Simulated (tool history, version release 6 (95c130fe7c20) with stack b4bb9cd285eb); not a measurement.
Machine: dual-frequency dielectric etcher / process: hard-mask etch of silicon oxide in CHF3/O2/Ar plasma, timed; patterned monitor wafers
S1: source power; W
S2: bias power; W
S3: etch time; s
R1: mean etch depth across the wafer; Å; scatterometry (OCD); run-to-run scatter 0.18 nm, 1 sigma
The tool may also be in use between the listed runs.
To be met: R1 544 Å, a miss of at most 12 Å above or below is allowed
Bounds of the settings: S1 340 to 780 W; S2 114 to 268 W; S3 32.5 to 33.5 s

run	day	S1	S2	S3	R1
1	0	560	191	32.5	623.86
2	0.338	560	191	32.5	621.54
3	0.433	530	191	32.5	611.36
4	0.588	510	189	32.5	596
5	0.867	490	188	32.5	588.61
6	1.208	490	188	32.5	586.01
7	1.325	480	187	32.5	584.05
8	1.438	470	186	32.5	577.99
9	1.712	460	185	32.5	570.22
10	1.896	450	184	32.5	565.7

Exactly one of the 4 candidate moves below puts every result within its allowed miss. Which one?
A	2.079	490	160	33.5	?
B	2.079	470	186	33.5	?
C	2.079	500	161	33.5	?
D	2.079	450	164	33	?

move	R1
A	569.87
B	595.19
C	575.58
D	549.09
A: lands further from the targets than the last run did
B: lands further from the targets than the last run did
C: lands further from the targets than the last run did
D: each result inside its tolerance
The right move is D.
